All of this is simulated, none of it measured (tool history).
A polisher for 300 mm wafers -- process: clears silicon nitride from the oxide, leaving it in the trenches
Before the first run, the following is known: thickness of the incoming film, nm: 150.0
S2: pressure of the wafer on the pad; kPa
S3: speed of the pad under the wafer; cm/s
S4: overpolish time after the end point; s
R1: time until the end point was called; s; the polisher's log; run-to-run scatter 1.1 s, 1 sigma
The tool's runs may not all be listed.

{"run": 1, "day": 0.0, "flow of slurry (ml/min)": 275, "S2": 22.1, "S3": 124, "S4": 9, "R1": 150.02}
{"run": 2, "day": 0.033, "flow of slurry (ml/min)": 275, "S2": 22.1, "S3": 124, "S4": 7, "R1": 148.19}
{"run": 3, "day": 0.233, "flow of slurry (ml/min)": 275, "S2": 19.3, "S3": 124, "S4": 7, "R1": 168.05}
{"run": 4, "day": 0.588, "flow of slurry (ml/min)": 275, "S2": 19.3, "S3": 140, "S4": 7, "R1": 154.21}
{"run": 5, "day": 0.75, "flow of slurry (ml/min)": 275, "S2": 19.3, "S3": 120, "S4": 7, "R1": 171.48}
{"run": 6, "day": 1.058, "flow of slurry (ml/min)": 275, "S2": 23.4, "S3": 122, "S4": 7, "R1": 141.53}

Run 7 is up next; what results do you expect?
{"run": 7, "day": 1.283, "flow of slurry (ml/min)": 275, "S2": 26.2, "S3": 122, "S4": 7, "R1": "?"}

{"run 7": {"R1": 128.01}}
